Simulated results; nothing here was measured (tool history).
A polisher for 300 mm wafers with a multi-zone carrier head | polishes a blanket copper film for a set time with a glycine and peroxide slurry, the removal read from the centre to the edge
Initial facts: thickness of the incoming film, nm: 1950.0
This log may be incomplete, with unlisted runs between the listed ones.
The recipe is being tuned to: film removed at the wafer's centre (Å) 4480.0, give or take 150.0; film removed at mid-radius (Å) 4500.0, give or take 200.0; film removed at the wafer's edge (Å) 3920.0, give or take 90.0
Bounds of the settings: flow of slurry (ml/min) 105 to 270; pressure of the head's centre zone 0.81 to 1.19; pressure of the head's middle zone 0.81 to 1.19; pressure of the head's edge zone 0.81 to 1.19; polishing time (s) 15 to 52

run  hour  flow of slurry (ml/min)  pressure of the head's centre zone  pressure of the head's middle zone  pressure of the head's edge zone  polishing time (s)  film removed at the wafer's centre (Å)  film removed at mid-radius (Å)  film removed at the wafer's edge (Å)
  1   0.0                      175                                1.00                                1.00                              1.00                  33                                  2623.0                          2702.7                                2655.0
  2   7.3                      190                                1.04                                1.05                              1.03                  36                                  3091.3                          3042.5                                2944.8
  3  13.8                      155                                1.04                                1.05                              1.03                  36                                  3002.5                          3051.5                                2945.7
  4  22.0                      155                                1.06                                1.08                              1.03                  39                                  3287.0                          3355.4                                3141.2
  5  26.6                      160                                1.08                                1.11                              1.04                  41                                  3545.7                          3708.6                                3322.5
  6  28.1                      170                                1.10                                1.13                              1.07                  42                                  3690.4                          3774.0                                3460.0
  7  30.1                      175                                1.11                                1.14                              1.07                  43                                  3863.0                          3931.8                                3600.1
  8  38.5                      180                                1.12                                1.15                              1.06                  44                                  3958.0                          3957.8                                3625.5
  9  41.9                      175                                1.13                                1.16                              1.05                  45                                  4146.8                          4066.1                                3710.3
 10  49.6                      165                                1.13                                1.17                              1.04                  46                                  4220.4                          4132.0                                3780.9
 11  52.4                      185                                1.13                                1.18                              1.04                  46                                  4231.2                          4334.6                                3818.6
 12  57.8                      190                                1.14                                1.18                              1.04                  46                                  4282.1                          4193.9                                3773.7

Which one of the following 5 next-run settings gets every result inside its allowed miss? There is exactly one.
  A  63.2                      210                                1.13                                1.05                              1.16                  44                                       ?                               ?                                     ?
  B  63.2                      200                                1.16                                1.19                              1.05                  47                                       ?                               ?                                     ?
  C  63.2                      195                                1.12                                1.13                              1.03                  45                                       ?                               ?                                     ?
  D  63.2                      175                                1.15                                1.11                              1.07                  44                                       ?                               ?                                     ?
  E  63.2                      190                                1.08                                1.16                              1.08                  47                                       ?                               ?                                     ?

move  film removed at the wafer's centre (Å)  film removed at mid-radius (Å)  film removed at the wafer's edge (Å)
   A                                  4203.4                          3786.1                                3822.6
   B                                  4587.3                          4409.3                                3894.3
   C                                  4225.2                          4053.3                                3694.7
   D                                  4186.0                          3864.7                                3638.4
   E                                  4241.7                          4304.4                                3925.3
A: lands further from the targets than the last run did
B: all results land within tolerance of their targets
C: lands further from the targets than the last run did
D: lands further from the targets than the last run did
E: the worst result of the last run now meets its target, but another is out of spec
Answer: B

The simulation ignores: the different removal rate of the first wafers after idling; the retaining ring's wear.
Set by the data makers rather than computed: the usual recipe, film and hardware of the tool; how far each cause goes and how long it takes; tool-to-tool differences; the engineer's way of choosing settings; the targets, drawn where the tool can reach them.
